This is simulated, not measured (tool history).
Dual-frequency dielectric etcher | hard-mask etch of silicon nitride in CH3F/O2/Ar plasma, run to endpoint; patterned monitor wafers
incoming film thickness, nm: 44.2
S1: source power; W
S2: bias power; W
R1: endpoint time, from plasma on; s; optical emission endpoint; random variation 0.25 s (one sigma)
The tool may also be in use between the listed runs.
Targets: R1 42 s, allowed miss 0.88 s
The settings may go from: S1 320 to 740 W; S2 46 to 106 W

run,hour,S1,S2,R1
1,0,530,76,49.226
2,4.9,600,76,46.307
3,8.9,510,76,50.816
4,14.7,560,76,48.618
5,15.4,560,68,51.306
6,19.5,610,70,47.306
7,27.7,640,71,46.027
8,30.3,660,71,45.643
9,32.3,680,72,44.715
10,37.9,700,73,43.834

4 next moves are on the table. One of them brings every result within its allowed miss. Which?
A,43.5,640,81,?
B,43.5,660,75,?
C,43.5,710,73,?
D,43.5,740,75,?

move,R1
A,43.715
B,44.395
C,43.3
D,41.999
A: nearer than the last run, and not there yet
B: further off than the last run
C: nearer than the last run, and not there yet
D: meets every target
Answer: D
